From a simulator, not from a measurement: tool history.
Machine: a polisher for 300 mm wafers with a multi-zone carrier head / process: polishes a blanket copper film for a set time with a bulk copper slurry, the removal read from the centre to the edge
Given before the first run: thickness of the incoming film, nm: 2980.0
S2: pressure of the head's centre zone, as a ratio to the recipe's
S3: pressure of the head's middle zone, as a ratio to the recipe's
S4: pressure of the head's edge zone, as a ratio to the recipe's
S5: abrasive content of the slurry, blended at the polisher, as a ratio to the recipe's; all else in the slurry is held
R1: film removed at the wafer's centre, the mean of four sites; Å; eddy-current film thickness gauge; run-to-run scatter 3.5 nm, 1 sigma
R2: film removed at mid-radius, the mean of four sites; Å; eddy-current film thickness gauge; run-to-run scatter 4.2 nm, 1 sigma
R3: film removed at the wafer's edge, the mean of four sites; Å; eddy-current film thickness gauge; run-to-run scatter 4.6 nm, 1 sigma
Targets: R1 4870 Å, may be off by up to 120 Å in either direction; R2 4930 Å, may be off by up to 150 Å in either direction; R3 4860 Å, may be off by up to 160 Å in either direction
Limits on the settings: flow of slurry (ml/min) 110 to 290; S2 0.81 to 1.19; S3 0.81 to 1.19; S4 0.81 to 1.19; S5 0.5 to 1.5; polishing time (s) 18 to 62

run 1 hour=0 | flow_of_slurry_(ml/min)=185 S2=1 S3=1 S4=1 S5=1 polishing_time_(s)=40 | R1=3335.7 R2=3346.4 R3=3399.6
run 2 hour=8.5 | flow_of_slurry_(ml/min)=185 S2=1 S3=1 S4=1 S5=0.9 polishing_time_(s)=40 | R1=3267.5 R2=3268.4 R3=3296.2
run 3 hour=13.5 | flow_of_slurry_(ml/min)=190 S2=1.01 S3=1.01 S4=1.02 S5=0.95 polishing_time_(s)=40 | R1=3354.8 R2=3372.2 R3=3360.8
run 4 hour=21.7 | flow_of_slurry_(ml/min)=190 S2=1.02 S3=1.01 S4=1.03 S5=1 polishing_time_(s)=41 | R1=3457.5 R2=3426.7 R3=3456.8
-- hour=22.9 worn pad replaced by a new one
run 5 hour=22.9 | flow_of_slurry_(ml/min)=190 S2=1.02 S3=1.01 S4=1.07 S5=1 polishing_time_(s)=41 | R1=3672 R2=3627.1 R3=3816
run 6 hour=31 | flow_of_slurry_(ml/min)=195 S2=1.03 S3=1.03 S4=1.08 S5=1.05 polishing_time_(s)=41 | R1=3792.3 R2=3726.3 R3=3829.7
run 7 hour=34.8 | flow_of_slurry_(ml/min)=205 S2=1.01 S3=1.1 S4=1.16 S5=1.3 polishing_time_(s)=48 | R1=4522.6 R2=4797.2 R3=4826.9
run 8 hour=38.5 | flow_of_slurry_(ml/min)=210 S2=1.01 S3=1.1 S4=1.16 S5=1.3 polishing_time_(s)=48 | R1=4568.3 R2=4876.9 R3=4824.1
run 9 hour=44.9 | flow_of_slurry_(ml/min)=215 S2=1.01 S3=1.1 S4=1.16 S5=1.3 polishing_time_(s)=48 | R1=4636.5 R2=4823.4 R3=4888
run 10 hour=53.4 | flow_of_slurry_(ml/min)=220 S2=1.01 S3=1.1 S4=1.16 S5=1.3 polishing_time_(s)=48 | R1=4586 R2=4898.1 R3=4968.8
run 11 hour=60.9 | flow_of_slurry_(ml/min)=220 S2=1.02 S3=1.1 S4=1.16 S5=1.3 polishing_time_(s)=48 | R1=4632.1 R2=4837.4 R3=4960.2
run 12 hour=64.4 | flow_of_slurry_(ml/min)=220 S2=1.03 S3=1.1 S4=1.15 S5=1.3 polishing_time_(s)=48 | R1=4684.7 R2=4897.7 R3=4935
run 13 hour=67.1 | flow_of_slurry_(ml/min)=220 S2=1.04 S3=1.1 S4=1.14 S5=1.3 polishing_time_(s)=48 | R1=4751.1 R2=4810 R3=4877.8

4 candidate next runs follow, results not yet known. Just one meets every target within its allowed miss. Identify it.
run A hour=69.8 | flow_of_slurry_(ml/min)=215 S2=1 S3=1.18 S4=1.1 S5=1.25 polishing_time_(s)=48 | R1=? R2=? R3=?
run B hour=69.8 | flow_of_slurry_(ml/min)=215 S2=1.06 S3=1.07 S4=1.13 S5=1.25 polishing_time_(s)=47 | R1=? R2=? R3=?
run C hour=69.8 | flow_of_slurry_(ml/min)=235 S2=1.12 S3=1.14 S4=1.18 S5=0.95 polishing_time_(s)=50 | R1=? R2=? R3=?
run D hour=69.8 | flow_of_slurry_(ml/min)=195 S2=0.98 S3=1 S4=1.18 S5=1.45 polishing_time_(s)=48 | R1=? R2=? R3=?

move=A R1=4521.6 R2=5076.9 R3=4765.7
move=B R1=4607.9 R2=4642.2 R3=4736.3
move=C R1=4900.9 R2=4951.9 R3=4928.5
move=D R1=4519 R2=4601.9 R3=5047.5
A: moves away from the targets compared with the last run
B: moves away from the targets compared with the last run
C: all results in spec
D: moves away from the targets compared with the last run
So the answer is move C, the one that meets all the targets.
